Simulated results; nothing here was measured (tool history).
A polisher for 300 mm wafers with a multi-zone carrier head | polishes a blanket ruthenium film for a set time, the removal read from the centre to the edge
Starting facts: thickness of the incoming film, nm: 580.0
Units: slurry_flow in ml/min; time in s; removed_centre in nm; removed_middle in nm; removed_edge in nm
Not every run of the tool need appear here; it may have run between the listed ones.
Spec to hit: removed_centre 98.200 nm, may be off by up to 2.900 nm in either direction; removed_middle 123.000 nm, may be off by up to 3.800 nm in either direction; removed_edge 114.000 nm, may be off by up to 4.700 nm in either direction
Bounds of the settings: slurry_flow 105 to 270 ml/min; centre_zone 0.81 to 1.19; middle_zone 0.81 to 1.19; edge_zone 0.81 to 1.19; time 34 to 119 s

run 1 hour=0.0 | slurry_flow=175 centre_zone=1.00 middle_zone=1.00 edge_zone=1.00 time=76 | removed_centre=79.342 removed_middle=79.153 removed_edge=76.182
run 2 hour=5.4 | slurry_flow=175 centre_zone=1.00 middle_zone=1.00 edge_zone=1.00 time=62 | removed_centre=64.283 removed_middle=64.274 removed_edge=62.923
run 3 hour=10.9 | slurry_flow=180 centre_zone=0.97 middle_zone=1.03 edge_zone=1.04 time=70 | removed_centre=70.084 removed_middle=73.971 removed_edge=72.385
run 4 hour=17.2 | slurry_flow=180 centre_zone=0.97 middle_zone=1.07 edge_zone=1.04 time=70 | removed_centre=70.941 removed_middle=76.976 removed_edge=72.697
run 5 hour=19.7 | slurry_flow=210 centre_zone=0.97 middle_zone=1.07 edge_zone=1.04 time=70 | removed_centre=72.522 removed_middle=78.134 removed_edge=74.820
run 6 hour=22.0 | slurry_flow=210 centre_zone=0.95 middle_zone=1.09 edge_zone=1.06 time=76 | removed_centre=77.494 removed_middle=86.186 removed_edge=79.119
run 7 hour=29.7 | slurry_flow=205 centre_zone=0.92 middle_zone=1.08 edge_zone=1.09 time=83 | removed_centre=81.655 removed_middle=92.832 removed_edge=86.647
run 8 hour=32.3 | slurry_flow=210 centre_zone=0.90 middle_zone=1.09 edge_zone=1.11 time=87 | removed_centre=83.555 removed_middle=98.195 removed_edge=94.060
run 9 hour=36.3 | slurry_flow=215 centre_zone=0.90 middle_zone=1.11 edge_zone=1.12 time=90 | removed_centre=87.094 removed_middle=104.160 removed_edge=95.647
run 10 hour=40.3 | slurry_flow=220 centre_zone=0.89 middle_zone=1.11 edge_zone=1.13 time=93 | removed_centre=88.655 removed_middle=107.800 removed_edge=101.380
run 11 hour=46.1 | slurry_flow=225 centre_zone=0.89 middle_zone=1.12 edge_zone=1.14 time=95 | removed_centre=91.035 removed_middle=110.850 removed_edge=105.150
run 12 hour=54.5 | slurry_flow=230 centre_zone=0.89 middle_zone=1.13 edge_zone=1.15 time=96 | removed_centre=92.274 removed_middle=113.010 removed_edge=106.210
run 13 hour=60.9 | slurry_flow=230 centre_zone=0.89 middle_zone=1.14 edge_zone=1.16 time=97 | removed_centre=91.962 removed_middle=113.850 removed_edge=108.980
run 14 hour=67.8 | slurry_flow=235 centre_zone=0.89 middle_zone=1.15 edge_zone=1.16 time=98 | removed_centre=95.561 removed_middle=118.550 removed_edge=108.950

Below are 4 possible settings for the next run. Only one of them brings all results inside the allowed miss of their targets. Which is it?
run A hour=74.7 | slurry_flow=235 centre_zone=0.89 middle_zone=1.15 edge_zone=1.15 time=101 | removed_centre=? removed_middle=? removed_edge=?
run B hour=74.7 | slurry_flow=235 centre_zone=0.98 middle_zone=1.13 edge_zone=1.19 time=96 | removed_centre=? removed_middle=? removed_edge=?
run C hour=74.7 | slurry_flow=200 centre_zone=0.92 middle_zone=1.05 edge_zone=1.19 time=103 | removed_centre=? removed_middle=? removed_edge=?
run D hour=74.7 | slurry_flow=220 centre_zone=0.89 middle_zone=1.08 edge_zone=1.16 time=102 | removed_centre=? removed_middle=? removed_edge=?

move=A removed_centre=96.416 removed_middle=122.260 removed_edge=111.600
move=B removed_centre=100.930 removed_middle=114.400 removed_edge=108.010
move=C removed_centre=99.603 removed_middle=113.300 removed_edge=114.500
move=D removed_centre=96.564 removed_middle=116.170 removed_edge=112.720
A: every result within its allowed miss
B: further off than the last run
C: further off than the last run
D: further off than the last run
A meets every target.
